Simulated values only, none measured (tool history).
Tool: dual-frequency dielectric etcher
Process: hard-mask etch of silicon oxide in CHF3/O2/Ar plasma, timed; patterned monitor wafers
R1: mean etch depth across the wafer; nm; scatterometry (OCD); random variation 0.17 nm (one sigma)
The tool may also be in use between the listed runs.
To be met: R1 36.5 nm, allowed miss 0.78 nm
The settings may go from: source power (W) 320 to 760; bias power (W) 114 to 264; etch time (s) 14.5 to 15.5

{"run": 1, "hour": 0.0, "source power (W)": 540, "bias power (W)": 189, "etch time (s)": 15.5, "R1": 30.194}
{"run": 2, "hour": 2.4, "source power (W)": 580, "bias power (W)": 195, "etch time (s)": 15.5, "R1": 31.453}
{"run": 3, "hour": 9.4, "source power (W)": 610, "bias power (W)": 199, "etch time (s)": 15.5, "R1": 32.374}
{"run": 4, "hour": 14.9, "source power (W)": 610, "bias power (W)": 199, "etch time (s)": 15.5, "R1": 32.253}
{"run": 5, "hour": 17.1, "source power (W)": 640, "bias power (W)": 203, "etch time (s)": 15.5, "R1": 32.9}
{"run": 6, "hour": 18.1, "source power (W)": 660, "bias power (W)": 208, "etch time (s)": 15.5, "R1": 33.828}
{"run": 7, "hour": 24.6, "source power (W)": 680, "bias power (W)": 211, "etch time (s)": 15.5, "R1": 34.53}
{"run": 8, "hour": 33.0, "source power (W)": 690, "bias power (W)": 212, "etch time (s)": 15.5, "R1": 34.84}
{"run": 9, "hour": 41.4, "source power (W)": 700, "bias power (W)": 213, "etch time (s)": 15.5, "R1": 34.637}
{"run": 10, "hour": 48.5, "source power (W)": 710, "bias power (W)": 216, "etch time (s)": 15.5, "R1": 34.969}
{"run": 11, "hour": 54.4, "source power (W)": 720, "bias power (W)": 218, "etch time (s)": 15.5, "R1": 35.263}

Which of these 4 next moves meets every target?
{"run": "A", "hour": 60.3, "source power (W)": 760, "bias power (W)": 251, "etch time (s)": 15, "R1": "?"}
{"run": "B", "hour": 60.3, "source power (W)": 750, "bias power (W)": 235, "etch time (s)": 14.5, "R1": "?"}
{"run": "C", "hour": 60.3, "source power (W)": 730, "bias power (W)": 227, "etch time (s)": 14.5, "R1": "?"}
{"run": "D", "hour": 60.3, "source power (W)": 710, "bias power (W)": 219, "etch time (s)": 15, "R1": "?"}

move=A R1=36.727
move=B R1=34.534
move=C R1=33.774
move=D R1=34.148
A: meets every target
B: further off than the last run
C: further off than the last run
D: further off than the last run
The right move is A.
